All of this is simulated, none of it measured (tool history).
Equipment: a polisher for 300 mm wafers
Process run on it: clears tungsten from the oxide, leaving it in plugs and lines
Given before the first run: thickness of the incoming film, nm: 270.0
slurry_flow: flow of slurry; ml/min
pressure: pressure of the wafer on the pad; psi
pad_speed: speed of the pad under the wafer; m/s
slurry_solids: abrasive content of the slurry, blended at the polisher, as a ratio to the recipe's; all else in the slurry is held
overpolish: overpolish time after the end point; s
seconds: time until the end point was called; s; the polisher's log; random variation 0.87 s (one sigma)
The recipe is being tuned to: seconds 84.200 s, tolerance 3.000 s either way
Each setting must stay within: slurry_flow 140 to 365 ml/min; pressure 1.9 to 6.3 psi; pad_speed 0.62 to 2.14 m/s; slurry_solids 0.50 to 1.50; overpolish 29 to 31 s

Run 1, day 0.000: slurry_flow 235 ml/min, pressure 4.1 psi, pad_speed 1.38 m/s, slurry_solids 1.00, overpolish 29 s. Result: seconds 43.220 s.
Run 2, day 0.233: slurry_flow 235 ml/min, pressure 3.4 psi, pad_speed 1.32 m/s, slurry_solids 1.00, overpolish 29 s. Result: seconds 54.299 s.
Run 3, day 0.450: slurry_flow 235 ml/min, pressure 2.9 psi, pad_speed 1.30 m/s, slurry_solids 1.00, overpolish 29 s. Result: seconds 63.202 s.
Run 4, day 0.671: slurry_flow 205 ml/min, pressure 2.9 psi, pad_speed 1.30 m/s, slurry_solids 1.00, overpolish 29 s. Result: seconds 64.859 s.
Run 5, day 0.867: slurry_flow 205 ml/min, pressure 2.9 psi, pad_speed 1.30 m/s, slurry_solids 1.15, overpolish 29 s. Result: seconds 62.082 s.
Run 6, day 0.900: slurry_flow 205 ml/min, pressure 2.9 psi, pad_speed 1.30 m/s, slurry_solids 1.30, overpolish 29 s. Result: seconds 59.951 s.
Run 7, day 1.192: slurry_flow 200 ml/min, pressure 2.6 psi, pad_speed 1.28 m/s, slurry_solids 1.30, overpolish 29 s. Result: seconds 67.989 s.
Run 8, day 1.354: slurry_flow 200 ml/min, pressure 2.4 psi, pad_speed 1.28 m/s, slurry_solids 1.30, overpolish 29 s. Result: seconds 72.589 s.
Run 9, day 1.683: slurry_flow 200 ml/min, pressure 2.3 psi, pad_speed 1.28 m/s, slurry_solids 1.30, overpolish 29 s. Result: seconds 75.920 s.

4 candidate next runs follow, results not yet known. Just one meets every target within its allowed miss. Identify it.
Run A, day 2.012: slurry_flow 155 ml/min, pressure 2.1 psi, pad_speed 1.18 m/s, slurry_solids 1.45, overpolish 29 s. Result: seconds ?.
Run B, day 2.012: slurry_flow 205 ml/min, pressure 2.4 psi, pad_speed 1.12 m/s, slurry_solids 1.20, overpolish 30 s. Result: seconds ?.
Run C, day 2.012: slurry_flow 250 ml/min, pressure 2.4 psi, pad_speed 0.98 m/s, slurry_solids 1.30, overpolish 31 s. Result: seconds ?.
Run D, day 2.012: slurry_flow 205 ml/min, pressure 2.2 psi, pad_speed 1.06 m/s, slurry_solids 1.45, overpolish 29 s. Result: seconds ?.

move  seconds
   A   91.833
   B   85.539
   C   92.664
   D   92.871
A: pushes the last run's worst result past its target
B: each result inside its tolerance
C: pushes the last run's worst result past its target
D: pushes the last run's worst result past its target
B meets every target.
